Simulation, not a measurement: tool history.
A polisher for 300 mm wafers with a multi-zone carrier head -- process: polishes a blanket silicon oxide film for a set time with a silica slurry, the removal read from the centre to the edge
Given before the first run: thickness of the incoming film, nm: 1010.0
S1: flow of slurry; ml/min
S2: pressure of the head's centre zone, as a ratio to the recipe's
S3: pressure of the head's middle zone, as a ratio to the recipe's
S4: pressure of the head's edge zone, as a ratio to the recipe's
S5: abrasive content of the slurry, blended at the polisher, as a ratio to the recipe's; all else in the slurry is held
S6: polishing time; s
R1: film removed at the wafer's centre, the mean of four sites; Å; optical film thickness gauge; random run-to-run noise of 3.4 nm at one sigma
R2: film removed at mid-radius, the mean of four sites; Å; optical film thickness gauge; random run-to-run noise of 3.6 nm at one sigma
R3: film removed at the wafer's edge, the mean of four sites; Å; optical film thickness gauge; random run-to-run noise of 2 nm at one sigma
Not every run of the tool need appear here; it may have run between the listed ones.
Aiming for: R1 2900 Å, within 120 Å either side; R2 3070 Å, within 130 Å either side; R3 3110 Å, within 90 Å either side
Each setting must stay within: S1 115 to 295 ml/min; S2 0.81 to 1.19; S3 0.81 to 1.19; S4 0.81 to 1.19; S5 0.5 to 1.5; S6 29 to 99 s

run  hour   S1    S2    S3    S4    S5  S6      R1      R2      R3
  1     0  190     1     1     1     1  64  2530.6  2645.6  2606.5
  2   4.1  155     1     1     1     1  64  2549.1  2535.9  2516.6
  3   6.3  165  1.01  1.01  1.02     1  64  2555.6    2591  2591.1
  4  10.7  165  1.01  1.01  1.02   0.9  64  2367.8  2419.7  2402.4
  5  17.9  125  1.01  1.01  1.02   0.9  64  2208.3  2242.6  2297.5
  6  25.4  145  1.01  1.01  1.04   0.9  64  2352.8  2338.9  2371.2
  7  33.3  160     1  1.01  1.06   0.9  64  2341.9  2341.4  2420.1
  8    42  210  1.03  1.11  1.16  1.15  65  3105.3  3214.3  3129.2
  9  44.2  205  1.02  1.11  1.16  1.15  65  2993.3  3207.2  3155.1

Which of these 4 next moves meets every target?
  A  46.4  230  1.01  1.07  1.18  1.25  60   ?   ?   ?
  B  46.4  270  1.05  1.14  1.14  1.15  64   ?   ?   ?
  C  46.4  205  1.01  1.12  1.15   1.2  66   ?   ?   ?
  D  46.4  210  1.06  1.16  1.11  1.25  63   ?   ?   ?

move      R1      R2      R3
   A  2944.3  2975.1  3105.4
   B  3192.1  3265.7  3153.6
   C  3113.2  3276.2  3256.1
   D  3201.7  3304.6  3125.4
A: every result lands within tolerance
B: its largest miss is bigger than the last run's
C: its largest miss is bigger than the last run's
D: its largest miss is bigger than the last run's
The move that meets every target is A.
